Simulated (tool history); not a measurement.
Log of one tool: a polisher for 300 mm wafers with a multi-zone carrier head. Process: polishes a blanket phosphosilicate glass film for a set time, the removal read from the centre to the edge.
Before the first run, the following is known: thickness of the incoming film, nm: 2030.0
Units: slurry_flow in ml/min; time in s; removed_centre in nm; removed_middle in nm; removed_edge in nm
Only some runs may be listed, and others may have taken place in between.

run  hour  slurry_flow  centre_zone  middle_zone  edge_zone  slurry_solids  time  removed_centre  removed_middle  removed_edge
  1     0          185            1            1          1              1    75          614.75          607.21        626.68
  2   2.2          185            1            1          1           0.85    75           562.1          572.64        585.56
  3   7.8          185         0.98            1       0.96           0.75    72          491.85          507.91         508.7
  4  16.4          180         0.95            1       0.93            0.7    72          467.43          483.98        487.14
  5  23.8          180         0.95            1       0.93           0.85    72          513.91          551.61        540.64
  6  26.1          180         0.95            1       0.93           1.05    72          574.44          605.35        606.52
  7  32.4          175         0.94         1.01       0.91            0.9    70           510.6          549.63        535.89
  8  35.8          175         0.92         1.02       0.89            0.8    69          469.03          509.81        500.98
  9  40.7          180         0.91         1.04       0.87           0.75    67          429.25           487.4        457.32

Predict the results of run 10:
 10  48.4          180          0.9         1.04       0.86            0.7    67               ?               ?             ?

Run 10 produced removed_centre 409.85 nm, removed_middle 465.52 nm, removed_edge 433.6 nm.
